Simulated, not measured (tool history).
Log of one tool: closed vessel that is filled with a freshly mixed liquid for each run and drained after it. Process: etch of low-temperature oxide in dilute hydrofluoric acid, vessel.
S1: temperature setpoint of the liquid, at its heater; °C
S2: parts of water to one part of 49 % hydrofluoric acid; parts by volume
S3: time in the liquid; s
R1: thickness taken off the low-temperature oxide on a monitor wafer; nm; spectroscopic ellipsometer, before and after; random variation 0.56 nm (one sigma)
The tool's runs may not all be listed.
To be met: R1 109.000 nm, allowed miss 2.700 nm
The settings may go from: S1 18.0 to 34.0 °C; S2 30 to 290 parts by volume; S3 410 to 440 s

{"run": 1, "hour": 0.0, "S1": 26.0, "S2": 160, "S3": 410, "R1": 57.895}
{"run": 2, "hour": 1.3, "S1": 26.0, "S2": 115, "S3": 410, "R1": 84.861}
{"run": 3, "hour": 4.6, "S1": 28.0, "S2": 115, "S3": 410, "R1": 91.287}
{"run": 4, "hour": 13.9, "S1": 28.0, "S2": 140, "S3": 410, "R1": 72.879}
{"run": 5, "hour": 21.1, "S1": 29.5, "S2": 130, "S3": 410, "R1": 83.658}
{"run": 6, "hour": 25.2, "S1": 29.5, "S2": 170, "S3": 410, "R1": 61.371}
{"run": 7, "hour": 30.8, "S1": 31.0, "S2": 155, "S3": 410, "R1": 71.637}
{"run": 8, "hour": 34.4, "S1": 32.0, "S2": 140, "S3": 410, "R1": 84.679}
{"run": 9, "hour": 38.1, "S1": 34.0, "S2": 115, "S3": 410, "R1": 113.87}
{"run": 10, "hour": 46.2, "S1": 33.5, "S2": 115, "S3": 410, "R1": 112.27}

Which of these 5 next moves meets every target?
{"run": "A", "hour": 54.3, "S1": 33.5, "S2": 125, "S3": 440, "R1": "?"}
{"run": "B", "hour": 54.3, "S1": 33.0, "S2": 125, "S3": 425, "R1": "?"}
{"run": "C", "hour": 54.3, "S1": 32.5, "S2": 130, "S3": 440, "R1": "?"}
{"run": "D", "hour": 54.3, "S1": 33.5, "S2": 110, "S3": 410, "R1": "?"}
{"run": "E", "hour": 54.3, "S1": 32.5, "S2": 115, "S3": 435, "R1": "?"}

move=A R1=109.260
move=B R1=103.670
move=C R1=100.660
move=D R1=118.300
move=E R1=114.950
A: meets every target
B: takes the result that was furthest off past its target
C: takes the result that was furthest off past its target
D: further off than the last run
E: further off than the last run
The right move is A.
